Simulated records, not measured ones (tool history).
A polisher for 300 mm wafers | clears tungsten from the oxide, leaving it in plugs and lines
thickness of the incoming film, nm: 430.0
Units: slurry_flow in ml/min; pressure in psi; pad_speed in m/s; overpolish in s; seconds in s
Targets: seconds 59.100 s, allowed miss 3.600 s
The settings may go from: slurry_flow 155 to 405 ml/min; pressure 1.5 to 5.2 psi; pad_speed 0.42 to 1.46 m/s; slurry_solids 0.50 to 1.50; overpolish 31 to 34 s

run,hour,slurry_flow,pressure,pad_speed,slurry_solids,overpolish,seconds
1,0.0,260,3.3,0.94,1.00,31,87.024
2,8.1,260,3.6,0.96,1.00,31,81.250
3,13.2,260,3.9,0.98,1.00,31,72.256
4,20.2,260,3.9,0.78,1.00,31,92.531
5,25.4,260,4.3,0.82,1.00,31,81.405
6,30.8,260,4.5,0.86,1.00,31,70.989
7,31.9,260,4.7,0.86,1.00,31,70.017
8,38.3,260,4.8,0.88,1.00,31,67.974
9,40.0,260,4.9,0.90,1.00,31,64.768
10,48.0,260,5.0,0.90,1.00,31,65.118

Which of these 5 next moves meets every target?
A,56.0,235,5.1,0.92,1.15,31,?
B,56.0,170,4.5,0.92,1.10,32,?
C,56.0,270,4.9,0.86,0.95,31,?
D,56.0,270,4.9,0.82,1.00,31,?
E,56.0,325,4.6,0.80,1.05,31,?

move,seconds
A,59.180
B,69.111
C,67.681
D,70.052
E,74.131
A: meets every target
B: further off than the last run
C: further off than the last run
D: further off than the last run
E: further off than the last run
Answer: A

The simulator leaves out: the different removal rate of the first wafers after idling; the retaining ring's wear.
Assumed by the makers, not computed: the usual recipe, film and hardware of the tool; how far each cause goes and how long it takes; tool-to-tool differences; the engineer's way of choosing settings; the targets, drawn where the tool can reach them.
